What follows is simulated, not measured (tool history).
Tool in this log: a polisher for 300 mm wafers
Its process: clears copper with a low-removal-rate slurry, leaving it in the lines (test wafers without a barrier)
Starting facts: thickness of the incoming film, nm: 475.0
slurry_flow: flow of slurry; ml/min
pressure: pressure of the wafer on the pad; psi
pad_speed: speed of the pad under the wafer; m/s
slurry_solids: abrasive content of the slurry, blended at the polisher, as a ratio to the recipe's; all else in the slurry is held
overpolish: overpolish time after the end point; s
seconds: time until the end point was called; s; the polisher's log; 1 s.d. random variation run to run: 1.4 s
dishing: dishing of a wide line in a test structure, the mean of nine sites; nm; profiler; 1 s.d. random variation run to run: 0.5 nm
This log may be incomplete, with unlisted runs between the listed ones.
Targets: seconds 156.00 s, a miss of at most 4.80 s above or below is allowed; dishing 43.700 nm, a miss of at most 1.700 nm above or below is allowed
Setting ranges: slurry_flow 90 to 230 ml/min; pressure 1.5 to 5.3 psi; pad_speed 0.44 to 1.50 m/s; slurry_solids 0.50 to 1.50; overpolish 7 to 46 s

Run 1, hour 0.0: slurry_flow 150 ml/min, pressure 3.4 psi, pad_speed 0.96 m/s, slurry_solids 1.00, overpolish 24 s. Result: seconds 144.38 s, dishing 50.918 nm.
Run 2, hour 1.0: slurry_flow 145 ml/min, pressure 3.3 psi, pad_speed 0.96 m/s, slurry_solids 1.00, overpolish 23 s. Result: seconds 147.63 s, dishing 50.258 nm.
Run 3, hour 1.7: slurry_flow 145 ml/min, pressure 3.2 psi, pad_speed 0.96 m/s, slurry_solids 1.00, overpolish 22 s. Result: seconds 150.01 s, dishing 46.108 nm.
Run 4, hour 9.3: slurry_flow 145 ml/min, pressure 3.2 psi, pad_speed 0.78 m/s, slurry_solids 1.00, overpolish 22 s. Result: seconds 186.72 s, dishing 39.245 nm.
Run 5, hour 18.0: slurry_flow 150 ml/min, pressure 3.3 psi, pad_speed 0.78 m/s, slurry_solids 1.00, overpolish 22 s. Result: seconds 181.94 s, dishing 39.401 nm.
Run 6, hour 26.4: slurry_flow 150 ml/min, pressure 3.4 psi, pad_speed 0.78 m/s, slurry_solids 1.00, overpolish 22 s. Result: seconds 175.06 s, dishing 41.001 nm.
Run 7, hour 30.0: slurry_flow 155 ml/min, pressure 3.5 psi, pad_speed 0.78 m/s, slurry_solids 1.00, overpolish 22 s. Result: seconds 172.15 s, dishing 42.079 nm.
Run 8, hour 36.9: slurry_flow 155 ml/min, pressure 3.6 psi, pad_speed 0.78 m/s, slurry_solids 1.00, overpolish 22 s. Result: seconds 168.24 s, dishing 42.890 nm.
Run 9, hour 41.4: slurry_flow 155 ml/min, pressure 3.7 psi, pad_speed 0.78 m/s, slurry_solids 1.00, overpolish 22 s. Result: seconds 163.62 s, dishing 44.468 nm.
Run 10, hour 43.1: slurry_flow 175 ml/min, pressure 3.8 psi, pad_speed 0.78 m/s, slurry_solids 1.00, overpolish 20 s. Result: seconds 158.94 s, dishing 41.311 nm.

Of the 5 settings listed for the next run, only one would bring every result within its allowed miss of target. Which one?
Run A, hour 44.8: slurry_flow 170 ml/min, pressure 3.5 psi, pad_speed 0.80 m/s, slurry_solids 1.25, overpolish 18 s. Result: seconds ?, dishing ?.
Run B, hour 44.8: slurry_flow 170 ml/min, pressure 3.4 psi, pad_speed 0.82 m/s, slurry_solids 1.30, overpolish 21 s. Result: seconds ?, dishing ?.
Run C, hour 44.8: slurry_flow 175 ml/min, pressure 3.8 psi, pad_speed 0.92 m/s, slurry_solids 0.80, overpolish 17 s. Result: seconds ?, dishing ?.
Run D, hour 44.8: slurry_flow 145 ml/min, pressure 4.5 psi, pad_speed 0.68 m/s, slurry_solids 1.00, overpolish 19 s. Result: seconds ?, dishing ?.
Run E, hour 44.8: slurry_flow 150 ml/min, pressure 4.0 psi, pad_speed 0.86 m/s, slurry_solids 1.00, overpolish 17 s. Result: seconds ?, dishing ?.

move  seconds  dishing
   A   157.67   38.590
   B   155.60   44.240
   C   144.61   39.708
   D   165.57   39.215
   E   143.50   40.064
A: the biggest miss grows against the last run
B: each result inside its tolerance
C: the biggest miss grows against the last run
D: the biggest miss grows against the last run
E: the biggest miss grows against the last run
Move B is the one to make.
